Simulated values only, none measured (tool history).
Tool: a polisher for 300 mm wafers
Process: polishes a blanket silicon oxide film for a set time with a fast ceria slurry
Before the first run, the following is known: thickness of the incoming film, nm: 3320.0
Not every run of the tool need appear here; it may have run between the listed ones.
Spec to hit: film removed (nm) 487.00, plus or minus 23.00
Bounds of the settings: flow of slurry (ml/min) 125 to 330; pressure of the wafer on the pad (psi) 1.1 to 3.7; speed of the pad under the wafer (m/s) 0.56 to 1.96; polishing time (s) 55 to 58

run,hour,flow of slurry (ml/min),pressure of the wafer on the pad (psi),speed of the pad under the wafer (m/s),polishing time (s),film removed (nm)
1,0.0,210,2.4,1.26,55,809.14
2,3.1,210,2.1,1.24,55,738.02
3,11.3,210,1.9,1.20,55,679.36
4,12.1,170,1.9,1.20,55,649.91
5,15.5,170,1.7,1.18,55,598.91
6,20.8,170,1.7,1.18,58,635.65
7,25.3,170,1.6,1.16,58,610.41
8,33.3,170,1.5,1.14,58,586.12
9,35.3,170,1.4,1.12,58,550.64
10,39.9,170,1.3,1.12,58,530.66

Next run, 4 choices. One meets every target within its allowed miss, the rest don't. Which?
A,44.5,140,1.3,1.06,57,?
B,44.5,145,1.4,1.18,57,?
C,44.5,215,1.6,1.02,58,?
D,44.5,135,1.6,1.10,57,?

move,film removed (nm)
A,487.92
B,564.12
C,568.61
D,553.42
A: meets every target
B: the biggest miss grows against the last run
C: the biggest miss grows against the last run
D: the biggest miss grows against the last run
So the answer is move A, the one that meets all the targets.
